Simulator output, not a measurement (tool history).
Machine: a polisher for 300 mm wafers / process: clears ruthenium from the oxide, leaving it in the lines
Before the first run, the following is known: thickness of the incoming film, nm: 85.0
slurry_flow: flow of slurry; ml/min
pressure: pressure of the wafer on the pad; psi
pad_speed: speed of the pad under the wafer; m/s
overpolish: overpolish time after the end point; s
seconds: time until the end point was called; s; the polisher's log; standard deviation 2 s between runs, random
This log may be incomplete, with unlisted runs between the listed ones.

run,hour,slurry_flow,pressure,pad_speed,overpolish,seconds
1,0.0,235,2.4,0.82,18,79.548
2,4.9,235,2.2,0.82,18,86.960
3,11.5,235,2.2,1.00,18,72.802
4,19.8,235,2.0,0.98,18,77.497
5,27.5,235,2.0,0.90,18,85.334
6,34.8,200,2.0,0.90,18,87.353
7,37.6,200,1.9,0.90,18,89.657

The next listed run, before its measurement:
8,40.2,200,1.8,0.90,18,?

{"run 8": {"seconds": 91.942}}
